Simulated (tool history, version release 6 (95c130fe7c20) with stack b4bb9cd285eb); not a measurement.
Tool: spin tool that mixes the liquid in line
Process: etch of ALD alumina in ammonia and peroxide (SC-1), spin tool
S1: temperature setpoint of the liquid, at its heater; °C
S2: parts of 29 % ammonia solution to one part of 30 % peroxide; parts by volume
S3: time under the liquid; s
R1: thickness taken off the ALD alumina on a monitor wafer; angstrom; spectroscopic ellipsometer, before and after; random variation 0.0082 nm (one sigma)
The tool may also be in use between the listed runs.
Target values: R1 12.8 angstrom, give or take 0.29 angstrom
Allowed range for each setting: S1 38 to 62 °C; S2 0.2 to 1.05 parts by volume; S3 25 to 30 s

run,hour,S1,S2,S3,R1
1,0,46,0.55,30,22.542
2,3.3,46,0.55,25,18.613
3,11.7,46,0.55,25,18.749
4,17.7,44,0.55,25,16.602
5,22.8,44,0.55,25,16.732
6,29.1,44,0.35,25,16.071
7,31.7,43,0.35,25,15.052
8,35.8,42,0.35,25,14.273
9,38.3,39.5,0.35,25,12.276

Of the 4 settings listed for the next run, only one would bring every result within its allowed miss of target. Which one?
A,40.8,38.5,0.55,25,?
B,40.8,38,0.2,30,?
C,40.8,42,0.25,25,?
D,40.8,39.5,0.3,25,?

move,R1
A,12.052
B,12.742
C,13.738
D,12.071
A: misses by more than the last run did
B: all results in spec
C: pushes the last run's worst result past its target
D: misses by more than the last run did
The move that meets every target is B.

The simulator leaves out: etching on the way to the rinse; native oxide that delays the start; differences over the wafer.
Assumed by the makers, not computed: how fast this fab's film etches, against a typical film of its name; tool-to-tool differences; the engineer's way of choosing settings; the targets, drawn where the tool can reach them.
